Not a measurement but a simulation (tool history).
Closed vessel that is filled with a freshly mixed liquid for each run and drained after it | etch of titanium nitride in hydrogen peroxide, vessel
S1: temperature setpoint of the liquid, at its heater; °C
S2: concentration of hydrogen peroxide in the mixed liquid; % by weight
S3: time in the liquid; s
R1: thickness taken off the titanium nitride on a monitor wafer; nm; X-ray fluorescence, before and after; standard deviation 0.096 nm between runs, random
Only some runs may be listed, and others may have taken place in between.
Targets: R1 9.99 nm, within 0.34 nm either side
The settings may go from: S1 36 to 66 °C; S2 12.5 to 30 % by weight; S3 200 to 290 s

run  hour    S1    S2   S3      R1
  1     0    52  24.5  290  14.366
  2   5.7    52  19.5  290  14.219
  3     7  51.5  19.5  290  13.394
  4  12.6  51.5    22  290  14.014
  5  16.7  51.5    22  290  13.661
  6  18.5    51    22  290  13.235
  7  24.7  50.5    22  290  12.839
  8  33.3    50    22  290  12.519
  9  36.2  49.5    22  290  12.026
 10  36.9    49    22  290  11.357
     41.1  -- new drum of peroxide connected
 11  41.1    49    22  290  11.582
 12  44.8  48.5    22  290   11.23
 13  46.3  47.5    22  290  10.415

Of the 5 settings listed for the next run, only one would bring every result within its allowed miss of target. Which one?
  A  47.8  48.5    20  290   ?
  B  47.8    48    22  285   ?
  C  47.8  48.5  17.5  290   ?
  D  47.8    48    23  290   ?
  E  47.8  52.5  19.5  200   ?

move      R1
   A  11.122
   B  10.757
   C   10.81
   D  11.051
   E  10.176
A: its largest miss is bigger than the last run's
B: its largest miss is bigger than the last run's
C: its largest miss is bigger than the last run's
D: its largest miss is bigger than the last run's
E: all results land within tolerance of their targets
The move that meets every target is E.

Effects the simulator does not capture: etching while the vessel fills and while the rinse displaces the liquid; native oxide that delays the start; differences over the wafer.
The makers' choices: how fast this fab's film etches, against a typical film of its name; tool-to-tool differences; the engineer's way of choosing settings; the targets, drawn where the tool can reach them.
